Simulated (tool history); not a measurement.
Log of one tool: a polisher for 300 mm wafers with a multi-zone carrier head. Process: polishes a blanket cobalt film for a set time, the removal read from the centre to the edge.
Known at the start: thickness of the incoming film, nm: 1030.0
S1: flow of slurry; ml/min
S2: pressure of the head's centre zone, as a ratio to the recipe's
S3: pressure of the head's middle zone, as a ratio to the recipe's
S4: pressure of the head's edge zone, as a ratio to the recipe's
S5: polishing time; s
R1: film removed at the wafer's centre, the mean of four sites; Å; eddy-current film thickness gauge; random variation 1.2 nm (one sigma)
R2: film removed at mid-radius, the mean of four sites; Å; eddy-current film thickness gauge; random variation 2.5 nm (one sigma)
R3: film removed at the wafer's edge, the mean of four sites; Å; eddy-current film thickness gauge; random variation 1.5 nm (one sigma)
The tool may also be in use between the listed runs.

Run 1, hour 0: S1 235 ml/min, S2 1, S3 1, S4 1, S5 61 s. Result: R1 2944.7 Å, R2 2880.1 Å, R3 3005.3 Å.
Run 2, hour 5.3: S1 235 ml/min, S2 1.06, S3 1, S4 1, S5 61 s. Result: R1 3173.5 Å, R2 2899 Å, R3 2986 Å.
Run 3, hour 8: S1 230 ml/min, S2 1.02, S3 1.02, S4 0.97, S5 56 s. Result: R1 2782.5 Å, R2 2710 Å, R3 2665.2 Å.
Run 4, hour 14.8: S1 230 ml/min, S2 1.02, S3 1.02, S4 1.04, S5 56 s. Result: R1 2768.7 Å, R2 2674.8 Å, R3 2781.3 Å.
Run 5, hour 17.8: S1 220 ml/min, S2 0.98, S3 1.03, S4 1.01, S5 53 s. Result: R1 2504.9 Å, R2 2553.4 Å, R3 2567.9 Å.
Run 6, hour 19.2: S1 270 ml/min, S2 0.98, S3 1.03, S4 1.01, S5 53 s. Result: R1 2568.6 Å, R2 2607.6 Å, R3 2659.4 Å.
Run 7, hour 20.5: S1 270 ml/min, S2 0.98, S3 1.03, S4 1.01, S5 53 s. Result: R1 2551.6 Å, R2 2653.4 Å, R3 2601.6 Å.

Run 8 comes next. What will it give?
Run 8, hour 23.9: S1 265 ml/min, S2 0.95, S3 1.03, S4 0.98, S5 50 s. Result: R1 ?, R2 ?, R3 ?.

R1: 2375 Å
R2: 2474 Å
R3: 2449.7 Å

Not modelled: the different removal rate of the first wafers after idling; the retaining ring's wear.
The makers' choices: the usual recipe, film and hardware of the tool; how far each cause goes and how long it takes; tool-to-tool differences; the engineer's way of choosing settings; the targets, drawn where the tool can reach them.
